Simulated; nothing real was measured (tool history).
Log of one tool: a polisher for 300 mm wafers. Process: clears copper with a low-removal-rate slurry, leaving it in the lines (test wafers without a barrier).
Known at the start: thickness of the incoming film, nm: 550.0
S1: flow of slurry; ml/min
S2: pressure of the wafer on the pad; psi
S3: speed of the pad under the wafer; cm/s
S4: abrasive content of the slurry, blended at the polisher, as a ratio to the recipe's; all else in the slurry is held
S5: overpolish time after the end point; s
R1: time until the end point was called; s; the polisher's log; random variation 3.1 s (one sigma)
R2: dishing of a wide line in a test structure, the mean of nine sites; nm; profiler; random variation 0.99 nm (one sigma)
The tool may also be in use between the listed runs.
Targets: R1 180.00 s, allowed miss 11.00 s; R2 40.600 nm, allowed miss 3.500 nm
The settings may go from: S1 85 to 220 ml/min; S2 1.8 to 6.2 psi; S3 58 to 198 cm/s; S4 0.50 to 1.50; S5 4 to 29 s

Run 1, hour 0.0: S1 140 ml/min, S2 4.0 psi, S3 128 cm/s, S4 1.00, S5 15 s. Result: R1 129.90 s, R2 38.557 nm.
Run 2, hour 5.6: S1 140 ml/min, S2 4.0 psi, S3 128 cm/s, S4 1.20, S5 15 s. Result: R1 124.11 s, R2 37.865 nm.
Run 3, hour 8.7: S1 140 ml/min, S2 3.6 psi, S3 128 cm/s, S4 1.20, S5 15 s. Result: R1 133.59 s, R2 36.123 nm.
Run 4, hour 14.3: S1 115 ml/min, S2 3.6 psi, S3 128 cm/s, S4 1.20, S5 15 s. Result: R1 147.44 s, R2 35.716 nm.
Run 5, hour 20.9: S1 110 ml/min, S2 3.6 psi, S3 128 cm/s, S4 1.20, S5 15 s. Result: R1 143.16 s, R2 33.259 nm.
Run 6, hour 29.6: S1 110 ml/min, S2 4.0 psi, S3 128 cm/s, S4 1.20, S5 15 s. Result: R1 132.56 s, R2 37.903 nm.
Run 7, hour 31.6: S1 110 ml/min, S2 3.9 psi, S3 128 cm/s, S4 1.20, S5 16 s. Result: R1 133.30 s, R2 38.687 nm.
Run 8, hour 38.5: S1 110 ml/min, S2 3.8 psi, S3 128 cm/s, S4 1.20, S5 17 s. Result: R1 137.41 s, R2 39.573 nm.
Run 9, hour 46.2: S1 110 ml/min, S2 3.7 psi, S3 128 cm/s, S4 1.20, S5 18 s. Result: R1 142.50 s, R2 40.378 nm.

Which of these 4 next moves meets every target?
Run A, hour 53.9: S1 115 ml/min, S2 4.8 psi, S3 120 cm/s, S4 1.25, S5 16 s. Result: R1 ?, R2 ?.
Run B, hour 53.9: S1 85 ml/min, S2 3.2 psi, S3 126 cm/s, S4 1.00, S5 23 s. Result: R1 ?, R2 ?.
Run C, hour 53.9: S1 90 ml/min, S2 3.9 psi, S3 112 cm/s, S4 1.15, S5 14 s. Result: R1 ?, R2 ?.
Run D, hour 53.9: S1 110 ml/min, S2 3.3 psi, S3 96 cm/s, S4 1.30, S5 19 s. Result: R1 ?, R2 ?.

move      R1      R2
   A  119.63  43.335
   B  187.77  39.954
   C  167.35  30.003
   D  213.68  31.340
A: further off than the last run
B: meets every target
C: nearer than the last run, and not there yet
D: takes the result that was furthest off past its target
The right move is B.

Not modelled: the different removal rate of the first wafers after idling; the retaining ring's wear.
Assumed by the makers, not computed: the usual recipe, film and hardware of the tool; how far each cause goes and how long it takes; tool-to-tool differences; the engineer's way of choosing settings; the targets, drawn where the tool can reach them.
